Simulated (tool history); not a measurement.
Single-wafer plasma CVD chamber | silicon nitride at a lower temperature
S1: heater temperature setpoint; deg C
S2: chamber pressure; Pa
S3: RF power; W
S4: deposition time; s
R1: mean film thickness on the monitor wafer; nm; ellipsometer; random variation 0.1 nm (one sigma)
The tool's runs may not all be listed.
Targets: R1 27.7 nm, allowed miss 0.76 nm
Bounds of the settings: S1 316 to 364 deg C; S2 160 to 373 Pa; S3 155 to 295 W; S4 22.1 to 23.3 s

run  hour   S1   S2   S3    S4      R1
  1     0  340  267  225  23.3  23.424
  2   6.2  340  267  225  23.3   23.46
  3  13.5  332  267  225  23.3  23.491
  4  19.4  332  280  230  23.3  24.329
  5  24.6  342  280  230  23.3  24.213
  6  28.6  342  293  235  23.3  24.969
  7    33  342  304  240  23.3  25.439
  8  35.9  342  312  245  23.3  26.027

4 next moves are on the table. One of them brings every result within its allowed miss. Which?
  A  38.8  342  309  235  22.1   ?
  B  38.8  336  355  225  22.6   ?
  C  38.8  339  288  240  22.5   ?
  D  38.8  342  297  265  23.3   ?

move      R1
   A  24.032
   B  24.499
   C  24.484
   D  27.607
A: further off than the last run
B: further off than the last run
C: further off than the last run
D: meets every target
The right move is D.
